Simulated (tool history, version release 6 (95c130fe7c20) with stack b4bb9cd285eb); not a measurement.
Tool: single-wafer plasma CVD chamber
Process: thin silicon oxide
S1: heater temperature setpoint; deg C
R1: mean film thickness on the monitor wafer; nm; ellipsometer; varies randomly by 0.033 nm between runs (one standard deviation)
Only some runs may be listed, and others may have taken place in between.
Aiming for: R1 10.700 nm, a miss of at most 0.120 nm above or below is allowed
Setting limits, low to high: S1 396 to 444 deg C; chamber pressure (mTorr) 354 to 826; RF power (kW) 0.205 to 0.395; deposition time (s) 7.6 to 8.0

Run 1, hour 0.0: S1 420 deg C, chamber pressure (mTorr) 590, RF power (kW) 0.300, deposition time (s) 8.0. Result: R1 11.237 nm.
Run 2, hour 6.5: S1 427 deg C, chamber pressure (mTorr) 590, RF power (kW) 0.300, deposition time (s) 8.0. Result: R1 11.178 nm.
Run 3, hour 10.1: S1 427 deg C, chamber pressure (mTorr) 585, RF power (kW) 0.300, deposition time (s) 8.0. Result: R1 11.189 nm.
Run 4, hour 17.3: S1 427 deg C, chamber pressure (mTorr) 580, RF power (kW) 0.300, deposition time (s) 8.0. Result: R1 11.064 nm.
Run 5, hour 22.0: S1 427 deg C, chamber pressure (mTorr) 576, RF power (kW) 0.300, deposition time (s) 8.0. Result: R1 11.016 nm.
Run 6, hour 26.9: S1 418 deg C, chamber pressure (mTorr) 576, RF power (kW) 0.300, deposition time (s) 8.0. Result: R1 11.086 nm.
Run 7, hour 27.5: S1 419 deg C, chamber pressure (mTorr) 572, RF power (kW) 0.300, deposition time (s) 8.0. Result: R1 10.906 nm.
Run 8, hour 29.9: S1 419 deg C, chamber pressure (mTorr) 570, RF power (kW) 0.300, deposition time (s) 8.0. Result: R1 10.903 nm.
Run 9, hour 34.4: S1 419 deg C, chamber pressure (mTorr) 570, RF power (kW) 0.300, deposition time (s) 8.0. Result: R1 10.869 nm.
Run 10, hour 38.0: S1 419 deg C, chamber pressure (mTorr) 568, RF power (kW) 0.300, deposition time (s) 8.0. Result: R1 10.868 nm.

Exercise: of the 5 proposed moves below, exactly one satisfies all targets within the stated allowed misses. Which move is it?
Run A, hour 41.6: S1 422 deg C, chamber pressure (mTorr) 595, RF power (kW) 0.285, deposition time (s) 7.8. Result: R1 ?.
Run B, hour 41.6: S1 416 deg C, chamber pressure (mTorr) 569, RF power (kW) 0.330, deposition time (s) 7.9. Result: R1 ?.
Run C, hour 41.6: S1 415 deg C, chamber pressure (mTorr) 593, RF power (kW) 0.290, deposition time (s) 7.8. Result: R1 ?.
Run D, hour 41.6: S1 415 deg C, chamber pressure (mTorr) 602, RF power (kW) 0.310, deposition time (s) 7.6. Result: R1 ?.
Run E, hour 41.6: S1 427 deg C, chamber pressure (mTorr) 565, RF power (kW) 0.320, deposition time (s) 7.8. Result: R1 ?.

move      R1
   A  10.885
   B  10.979
   C  10.940
   D  10.996
   E  10.617
A: the biggest miss grows against the last run
B: the biggest miss grows against the last run
C: the biggest miss grows against the last run
D: the biggest miss grows against the last run
E: every result within its allowed miss
E meets every target.
